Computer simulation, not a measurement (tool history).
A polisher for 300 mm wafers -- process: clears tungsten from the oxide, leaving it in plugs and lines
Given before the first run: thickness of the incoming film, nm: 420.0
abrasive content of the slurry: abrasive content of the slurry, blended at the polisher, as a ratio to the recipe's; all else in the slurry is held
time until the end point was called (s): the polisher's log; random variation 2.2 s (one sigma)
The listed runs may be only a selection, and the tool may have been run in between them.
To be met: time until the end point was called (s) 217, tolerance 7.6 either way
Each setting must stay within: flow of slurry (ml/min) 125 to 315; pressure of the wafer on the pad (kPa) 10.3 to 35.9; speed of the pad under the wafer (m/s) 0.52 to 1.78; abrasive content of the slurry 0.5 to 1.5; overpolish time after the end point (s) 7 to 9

run  hour  flow of slurry (ml/min)  pressure of the wafer on the pad (kPa)  speed of the pad under the wafer (m/s)  abrasive content of the slurry  overpolish time after the end point (s)  time until the end point was called (s)
  1     0                      205                                    22.8                                    1.14                               1                                        9                                   94.111
  2   1.3                      200                                    18.6                                    1.04                               1                                        9                                    122.6
  3   2.8                      200                                    18.6                                    1.28                               1                                        9                                   99.143
  4   9.4                      195                                    15.9                                    1.14                               1                                        9                                   127.59
  5  12.8                      195                                    15.9                                    1.14                             1.1                                        9                                   123.99
  6  14.8                      190                                    13.8                                    1.02                             1.1                                        9                                   154.72
  7  21.5                      185                                    12.4                                    0.96                             1.1                                        9                                   182.25
  8  22.9                      175                                    11.7                                    0.94                             1.1                                        9                                   196.23
  9  27.2                      165                                    11.7                                    0.94                             1.1                                        9                                   194.58
 10  31.4                      160                                      11                                    0.94                             1.1                                        9                                   204.71
 11  34.8                      155                                      11                                    0.94                             1.1                                        9                                   207.44

Next run, 5 choices. One meets every target within its allowed miss, the rest don't. Which?
  A  38.2                      125                                      11                                    0.84                             1.2                                        7                                        ?
  B  38.2                      150                                    10.3                                    0.98                               1                                        7                                        ?
  C  38.2                      135                                    10.3                                    0.86                             1.1                                        9                                        ?
  D  38.2                      125                                    11.7                                     0.8                             1.1                                        9                                        ?
  E  38.2                      180                                    10.3                                       1                             1.1                                        9                                        ?

move  time until the end point was called (s)
   A                                   234.23
   B                                   216.17
   C                                   243.04
   D                                   239.28
   E                                    202.2
A: takes the result that was furthest off past its target
B: all results in spec
C: takes the result that was furthest off past its target
D: takes the result that was furthest off past its target
E: its largest miss is bigger than the last run's
The right move is B.
